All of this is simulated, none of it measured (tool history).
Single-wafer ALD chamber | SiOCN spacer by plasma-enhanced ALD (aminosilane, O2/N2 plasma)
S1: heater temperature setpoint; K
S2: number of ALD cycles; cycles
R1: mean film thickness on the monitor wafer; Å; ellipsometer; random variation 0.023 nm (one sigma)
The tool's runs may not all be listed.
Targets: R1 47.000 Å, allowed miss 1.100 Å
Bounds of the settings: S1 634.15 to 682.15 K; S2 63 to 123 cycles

run    day      S1  S2      R1
  1  0.000  658.15  93  57.898
  2  0.275  658.15  88  55.239
  3  0.604  658.15  98  61.775
  4  0.833  658.15  92  57.599
  5  0.938  658.15  86  54.119
  6  1.100  658.15  99  61.420
  7  1.400  658.15  92  57.399
  8  1.683  658.15  87  54.656
  9  2.021  658.15  83  52.136
 10  2.221  658.15  83  52.037
 11  2.375  658.15  81  50.558
 12  2.500  658.15  79  49.469
 13  2.542  658.15  78  48.782
 14  2.838  658.15  77  48.203

Which of these 4 next moves meets every target?
  A  3.133  672.15  80   ?
  B  3.133  654.15  81   ?
  C  3.133  649.15  75   ?
  D  3.133  653.15  81   ?

move      R1
   A  49.658
   B  50.424
   C  46.689
   D  50.424
A: further off than the last run
B: further off than the last run
C: meets every target
D: further off than the last run
The right move is C.
